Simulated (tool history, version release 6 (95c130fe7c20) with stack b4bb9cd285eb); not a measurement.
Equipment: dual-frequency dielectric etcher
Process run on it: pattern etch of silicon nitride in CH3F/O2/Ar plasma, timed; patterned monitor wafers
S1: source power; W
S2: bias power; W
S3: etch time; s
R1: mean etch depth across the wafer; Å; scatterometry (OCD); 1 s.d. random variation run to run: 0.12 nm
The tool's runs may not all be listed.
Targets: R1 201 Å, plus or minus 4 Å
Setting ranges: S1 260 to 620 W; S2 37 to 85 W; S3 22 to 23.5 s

run	hour	S1	S2	S3	R1
1	0	440	61	23.5	177.08
2	5.5	440	61	23.5	178.15
3	12.1	480	62	23.5	184.61
4	13.8	420	62	23.5	172.82
5	21.8	460	63	23.5	184.94
6	24	480	63	23.5	186.05
7	30.7	500	64	23.5	190.87
8	39.3	520	64	23.5	193.58

Pick the move, out of 4, that brings all results within their allowed miss; only one does.
A	47.9	550	59	22.5	?
B	47.9	510	78	22.5	?
C	47.9	500	58	22.5	?
D	47.9	540	66	22	?

move	R1
A	186.73
B	201.66
C	177.2
D	189.29
A: further off than the last run
B: all results in spec
C: further off than the last run
D: further off than the last run
Move B is the one to make.
